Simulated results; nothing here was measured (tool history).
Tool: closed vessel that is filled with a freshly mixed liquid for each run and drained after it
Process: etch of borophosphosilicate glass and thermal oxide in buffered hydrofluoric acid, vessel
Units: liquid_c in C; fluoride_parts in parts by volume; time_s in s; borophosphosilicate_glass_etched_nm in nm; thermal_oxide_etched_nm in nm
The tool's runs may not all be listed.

| run | day | liquid_c | fluoride_parts | time_s | borophosphosilicate_glass_etched_nm | thermal_oxide_etched_nm |
|---|---|---|---|---|---|---|
| 1 | 0 | 24 | 11.5 | 60 | 163.11 | 53.803 |
| 2 | 0.171 | 25.5 | 11 | 60 | 184.5 | 61.296 |
| 3 | 0.312 | 27 | 10.5 | 60 | 208.21 | 70.323 |
| 4 | 0.675 | 28 | 10.5 | 60 | 220.58 | 72.636 |
| 5 | 0.933 | 24.5 | 10.5 | 60 | 182.62 | 60.459 |
|  | 1.208 | thermometer replaced |
| 6 | 1.208 | 26 | 10.5 | 60 | 223.26 | 75.117 |
| 7 | 1.571 | 27 | 10.5 | 60 | 236.6 | 78.252 |
| 8 | 1.858 | 27.5 | 10.5 | 60 | 244.07 | 81.6 |
| 9 | 2.012 | 28 | 10.5 | 60 | 249.43 | 82.795 |
| 10 | 2.35 | 28.5 | 10.5 | 60 | 255.09 | 84.769 |
| 11 | 2.612 | 29 | 10.5 | 60 | 262.65 | 86.741 |
| 12 | 2.817 | 29.5 | 10.5 | 60 | 267.99 | 90.44 |

Run 13 comes next. What will it give?
| 13 | 3.046 | 30 | 10.5 | 60 | ? | ? |

Run 13 gave borophosphosilicate_glass_etched_nm 277.12 nm, thermal_oxide_etched_nm 92.759 nm.
